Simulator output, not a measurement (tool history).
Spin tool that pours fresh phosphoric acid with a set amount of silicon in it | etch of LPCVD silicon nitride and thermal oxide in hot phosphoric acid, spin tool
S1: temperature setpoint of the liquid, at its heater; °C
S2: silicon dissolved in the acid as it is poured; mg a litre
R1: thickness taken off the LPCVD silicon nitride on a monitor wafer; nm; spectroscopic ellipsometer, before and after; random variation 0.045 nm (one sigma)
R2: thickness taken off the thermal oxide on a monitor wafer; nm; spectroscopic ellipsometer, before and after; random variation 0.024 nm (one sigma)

run 1 hour=0.0 | S1=159.0 S2=29.5 time_under_the_liquid_(s)=90 | R1=7.8388 R2=0.130430
run 2 hour=0.5 | S1=159.0 S2=29.5 time_under_the_liquid_(s)=50 | R1=4.3252 R2=0.058415
run 3 hour=7.8 | S1=160.5 S2=34.5 time_under_the_liquid_(s)=65 | R1=5.9515 R2=0.066593
run 4 hour=12.4 | S1=160.5 S2=44.0 time_under_the_liquid_(s)=65 | R1=5.9232 R2=0.038614
run 5 hour=16.5 | S1=161.5 S2=42.5 time_under_the_liquid_(s)=75 | R1=7.0495 R2=0.050213
run 6 hour=21.6 | S1=161.5 S2=42.5 time_under_the_liquid_(s)=40 | R1=3.7669 R2=0.028074
run 7 hour=22.2 | S1=162.0 S2=41.5 time_under_the_liquid_(s)=60 | R1=5.7090 R2=0.024687
run 8 hour=30.0 | S1=162.5 S2=29.5 time_under_the_liquid_(s)=70 | R1=6.8301 R2=0.104190
run 9 hour=35.2 | S1=162.5 S2=29.5 time_under_the_liquid_(s)=70 | R1=6.7955 R2=0.126240
run 10 hour=42.0 | S1=163.0 S2=32.5 time_under_the_liquid_(s)=80 | R1=7.9523 R2=0.107990
run 11 hour=44.6 | S1=163.5 S2=34.0 time_under_the_liquid_(s)=85 | R1=8.5158 R2=0.075154
run 12 hour=52.3 | S1=163.5 S2=33.5 time_under_the_liquid_(s)=90 | R1=9.0970 R2=0.117090
run 13 hour=58.5 | S1=163.5 S2=35.0 time_under_the_liquid_(s)=95 | R1=9.5757 R2=0.073138

Run 14 comes next. What will it give?
run 14 hour=64.1 | S1=163.5 S2=34.0 time_under_the_liquid_(s)=100 | R1=? R2=?

Run 14 gave R1 10.1450 nm, R2 0.117390 nm.
